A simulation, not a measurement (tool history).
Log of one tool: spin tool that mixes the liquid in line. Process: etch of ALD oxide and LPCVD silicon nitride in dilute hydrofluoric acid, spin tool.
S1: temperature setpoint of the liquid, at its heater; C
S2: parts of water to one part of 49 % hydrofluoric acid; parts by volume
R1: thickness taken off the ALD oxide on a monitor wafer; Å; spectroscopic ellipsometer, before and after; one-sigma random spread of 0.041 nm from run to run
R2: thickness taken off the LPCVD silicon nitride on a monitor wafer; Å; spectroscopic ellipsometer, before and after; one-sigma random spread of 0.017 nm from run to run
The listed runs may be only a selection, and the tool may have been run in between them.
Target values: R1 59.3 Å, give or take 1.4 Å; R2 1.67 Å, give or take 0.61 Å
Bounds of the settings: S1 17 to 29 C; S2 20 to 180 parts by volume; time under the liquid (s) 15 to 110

run 1 hour=0 | S1=21 S2=100 time_under_the_liquid_(s)=55 | R1=85.018 R2=2.4103
run 2 hour=5.1 | S1=20 S2=105 time_under_the_liquid_(s)=55 | R1=78.15 R2=2.4332
run 3 hour=6.2 | S1=17.5 S2=105 time_under_the_liquid_(s)=55 | R1=69.79 R2=2.18
run 4 hour=13.1 | S1=17.5 S2=110 time_under_the_liquid_(s)=55 | R1=65.874 R2=1.7073
run 5 hour=20.8 | S1=17.5 S2=110 time_under_the_liquid_(s)=65 | R1=78.503 R2=2.5175
-- hour=23.9 hydrofluoric acid flow meter replaced
run 6 hour=23.9 | S1=17.5 S2=110 time_under_the_liquid_(s)=40 | R1=45.602 R2=1.2491
run 7 hour=26 | S1=19.5 S2=110 time_under_the_liquid_(s)=40 | R1=49.304 R2=1.2741
run 8 hour=33 | S1=21 S2=110 time_under_the_liquid_(s)=40 | R1=51.985 R2=1.4756
run 9 hour=35.7 | S1=22 S2=110 time_under_the_liquid_(s)=40 | R1=54.349 R2=1.7383

4 candidate next runs follow, results not yet known. Just one meets every target within its allowed miss. Identify it.
run A hour=38.4 | S1=20 S2=90 time_under_the_liquid_(s)=40 | R1=? R2=?
run B hour=38.4 | S1=21 S2=75 time_under_the_liquid_(s)=30 | R1=? R2=?
run C hour=38.4 | S1=18.5 S2=85 time_under_the_liquid_(s)=40 | R1=? R2=?
run D hour=38.4 | S1=21 S2=100 time_under_the_liquid_(s)=35 | R1=? R2=?

move=A R1=62.62 R2=1.8485
move=B R1=59.77 R2=1.7738
move=C R1=62.634 R2=1.7627
move=D R1=50.796 R2=1.5618
A: the result that was furthest off in the last run now lies on the other side of its target
B: every result within its allowed miss
C: the result that was furthest off in the last run now lies on the other side of its target
D: the biggest miss grows against the last run
Answer: B
